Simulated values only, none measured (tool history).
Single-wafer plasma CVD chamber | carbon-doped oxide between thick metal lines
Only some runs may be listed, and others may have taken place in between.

run  hour  heater temperature setpoint (°C)  chamber pressure (mTorr)  RF power (kW)  deposition time (s)  mean film thickness on the monitor wafer (angstrom)
  1     0                               350                      3700          0.475                  291                                                11597
  2   5.4                               350                      3700          0.475                  301                                                11984
  3  13.5                               350                      3700          0.435                  301                                                10829
  4  15.3                               350                      3700          0.435                  291                                                10527
  5  23.1                               350                      3390          0.435                  291                                                10398
     25.6  -- RF generator calibrated
  6  25.6                               350                      3390           0.47                  291                                                12330
  7  28.4                               349                      3130           0.47                  291                                                12228

Predict the results of run 8:
  8  36.8                               347                      2890           0.48                  291                                                    ?

{"run 8": {"mean film thickness on the monitor wafer (angstrom)": 12455}}
